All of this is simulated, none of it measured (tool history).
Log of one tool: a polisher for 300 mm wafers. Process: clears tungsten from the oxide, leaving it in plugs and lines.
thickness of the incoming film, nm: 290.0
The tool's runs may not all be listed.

run	hour	flow of slurry (ml/min)	pressure of the wafer on the pad (kPa)	speed of the pad under the wafer (cm/s)	abrasive content of the slurry	overpolish time after the end point (s)	time until the end point was called (s)
1	0	270	18.6	118	1	29	76.775
2	5	270	17.9	118	1	29	80.115
3	5.7	235	17.9	118	1	29	80.759
4	8	180	17.9	118	1	29	82.237
5	11.4	180	17.2	118	1	29	84.649
6	12.7	180	17.2	118	1	29	85.555
7	21.5	180	16.5	118	1	29	89.662
8	25.4	180	15.9	118	1	29	91.93
9	33.2	180	15.2	118	1	29	93.666

Run 10 comes next. What will it give?
10	37	180	14.5	118	1	29	?

{"run 10": {"time until the end point was called (s)": 94.196}}
